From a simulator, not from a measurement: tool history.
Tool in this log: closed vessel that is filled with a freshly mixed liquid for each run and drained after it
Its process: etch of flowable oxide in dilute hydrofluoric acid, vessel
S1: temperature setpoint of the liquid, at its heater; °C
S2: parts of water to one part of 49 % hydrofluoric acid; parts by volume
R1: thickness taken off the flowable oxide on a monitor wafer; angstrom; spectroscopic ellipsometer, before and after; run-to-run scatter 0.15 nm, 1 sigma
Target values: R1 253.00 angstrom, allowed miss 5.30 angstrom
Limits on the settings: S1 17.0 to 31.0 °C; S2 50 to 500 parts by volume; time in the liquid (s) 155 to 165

run 1 hour=0.0 | S1=23.0 S2=275 time_in_the_liquid_(s)=155 | R1=219.69
run 2 hour=7.0 | S1=23.0 S2=310 time_in_the_liquid_(s)=155 | R1=189.36
run 3 hour=11.0 | S1=23.0 S2=265 time_in_the_liquid_(s)=155 | R1=230.53
run 4 hour=16.8 | S1=23.5 S2=265 time_in_the_liquid_(s)=155 | R1=236.53
run 5 hour=20.3 | S1=23.5 S2=265 time_in_the_liquid_(s)=155 | R1=235.53
run 6 hour=28.6 | S1=23.5 S2=265 time_in_the_liquid_(s)=155 | R1=231.63
run 7 hour=36.3 | S1=24.0 S2=265 time_in_the_liquid_(s)=155 | R1=238.56
run 8 hour=44.6 | S1=24.5 S2=265 time_in_the_liquid_(s)=155 | R1=242.66
run 9 hour=47.5 | S1=25.0 S2=265 time_in_the_liquid_(s)=155 | R1=247.42

Consider the 5 candidate settings below. Which is the only one whose results all fall within their allowed miss of target?
run A hour=50.4 | S1=24.0 S2=250 time_in_the_liquid_(s)=160 | R1=?
run B hour=50.4 | S1=24.0 S2=260 time_in_the_liquid_(s)=160 | R1=?
run C hour=50.4 | S1=24.0 S2=265 time_in_the_liquid_(s)=155 | R1=?
run D hour=50.4 | S1=22.0 S2=240 time_in_the_liquid_(s)=165 | R1=?
run E hour=50.4 | S1=24.0 S2=245 time_in_the_liquid_(s)=160 | R1=?

move=A R1=263.64
move=B R1=250.94
move=C R1=237.31
move=D R1=266.01
move=E R1=270.39
A: moves the result that the last run missed by most past its target, out the other side
B: each result inside its tolerance
C: lands further from the targets than the last run did
D: moves the result that the last run missed by most past its target, out the other side
E: moves the result that the last run missed by most past its target, out the other side
The right move is B.
